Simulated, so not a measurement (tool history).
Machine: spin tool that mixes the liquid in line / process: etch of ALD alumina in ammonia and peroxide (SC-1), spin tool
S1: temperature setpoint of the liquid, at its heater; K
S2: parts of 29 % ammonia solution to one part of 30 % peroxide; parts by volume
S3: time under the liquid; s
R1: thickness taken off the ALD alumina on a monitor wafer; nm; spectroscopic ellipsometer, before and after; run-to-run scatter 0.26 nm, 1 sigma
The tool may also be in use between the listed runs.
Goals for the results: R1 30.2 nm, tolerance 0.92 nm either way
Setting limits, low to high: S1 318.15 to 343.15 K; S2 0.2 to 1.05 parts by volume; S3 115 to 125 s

| run | day | S1 | S2 | S3 | R1 |
|---|---|---|---|---|---|
| 1 | 0 | 334.15 | 0.55 | 115 | 21.527 |
| 2 | 0.338 | 334.15 | 0.55 | 115 | 21.661 |
| 3 | 0.442 | 334.15 | 0.7 | 115 | 21.908 |
| 4 | 0.812 | 334.15 | 0.7 | 115 | 21.937 |
| 5 | 0.888 | 336.15 | 0.7 | 115 | 24.477 |
| 6 | 1.179 | 330.65 | 0.7 | 115 | 18.471 |
| 7 | 1.296 | 333.65 | 0.7 | 115 | 21.354 |
| 8 | 1.467 | 335.65 | 0.7 | 115 | 23.972 |

4 candidate next runs follow, results not yet known. Just one meets every target within its allowed miss. Identify it.
| A | 1.638 | 339.65 | 0.4 | 125 | ? |
| B | 1.638 | 332.15 | 0.8 | 115 | ? |
| C | 1.638 | 335.15 | 1 | 125 | ? |
| D | 1.638 | 334.65 | 0.6 | 115 | ? |

| move | R1 |
|---|---|
| A | 29.898 |
| B | 20.123 |
| C | 26.044 |
| D | 22.26 |
A: all results in spec
B: its largest miss is bigger than the last run's
C: better than the last run, though not everything is in spec
D: its largest miss is bigger than the last run's
Correct choice: A, which meets every target

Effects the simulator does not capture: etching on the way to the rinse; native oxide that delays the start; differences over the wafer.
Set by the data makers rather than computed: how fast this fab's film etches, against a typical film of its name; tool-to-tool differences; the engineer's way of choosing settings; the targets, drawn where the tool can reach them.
